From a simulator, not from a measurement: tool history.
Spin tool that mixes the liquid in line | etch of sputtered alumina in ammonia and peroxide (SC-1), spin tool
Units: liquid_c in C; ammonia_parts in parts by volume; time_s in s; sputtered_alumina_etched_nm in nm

run,hour,liquid_c,ammonia_parts,time_s,sputtered_alumina_etched_nm
1,0.0,46.0,0.40,325,14.531
2,6.5,46.0,0.50,325,14.741
3,8.8,47.0,0.50,325,15.921
4,14.7,47.0,0.50,345,16.355
5,15.3,47.0,0.60,345,17.036
6,17.6,47.0,0.55,345,16.775
7,21.2,47.5,0.55,345,17.206
8,28.8,48.0,0.55,345,17.640
9,32.8,48.5,0.55,345,18.195
10,41.5,49.0,0.55,345,18.968
11,49.4,49.5,0.55,345,19.482
12,51.4,50.0,0.55,345,19.873
13,53.2,50.5,0.55,345,20.267

Run 14 comes next. What will it give?
14,56.3,51.5,0.55,345,?

{"run 14": {"sputtered_alumina_etched_nm": 21.673}}

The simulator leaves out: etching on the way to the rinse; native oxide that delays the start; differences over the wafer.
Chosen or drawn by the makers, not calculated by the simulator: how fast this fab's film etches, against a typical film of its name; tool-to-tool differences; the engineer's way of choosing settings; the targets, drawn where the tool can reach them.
